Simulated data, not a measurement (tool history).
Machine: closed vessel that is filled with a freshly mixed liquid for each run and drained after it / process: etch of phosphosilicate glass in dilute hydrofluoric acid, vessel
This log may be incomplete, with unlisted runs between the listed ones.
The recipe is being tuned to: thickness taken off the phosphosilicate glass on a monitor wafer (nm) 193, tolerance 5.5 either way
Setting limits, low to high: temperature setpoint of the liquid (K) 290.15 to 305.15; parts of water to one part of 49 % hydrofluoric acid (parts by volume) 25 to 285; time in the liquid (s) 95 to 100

run,hour,temperature setpoint of the liquid (K),parts of water to one part of 49 % hydrofluoric acid (parts by volume),time in the liquid (s),thickness taken off the phosphosilicate glass on a monitor wafer (nm)
1,0,297.15,155,95,50.712
2,6,299.15,155,95,54.157
3,13.9,300.15,135,95,68.061
4,20.5,300.15,135,100,69.996
5,28.8,301.15,120,100,84.724
6,37.8,301.15,85,100,125.28
7,39.8,301.15,85,100,123.44
8,48.5,301.65,80,100,135.61
9,55.6,302.15,75,100,151.67
10,62.2,302.65,75,100,151.56
11,69,303.15,75,100,155.83
12,77.3,303.65,75,100,157.7

Exercise: of the 5 proposed moves below, exactly one satisfies all targets within the stated allowed misses. Which move is it?
A,85.6,303.65,60,95,?
B,85.6,303.65,95,100,?
C,85.6,305.15,70,100,?
D,85.6,304.65,60,100,?
E,85.6,302.15,75,95,?

move,thickness taken off the phosphosilicate glass on a monitor wafer (nm)
A,190.95
B,120.52
C,179.68
D,208.9
E,140.98
A: every result within its allowed miss
B: the biggest miss grows against the last run
C: better than the last run, though not everything is in spec
D: pushes the last run's worst result past its target
E: the biggest miss grows against the last run
Move A is the one to make.
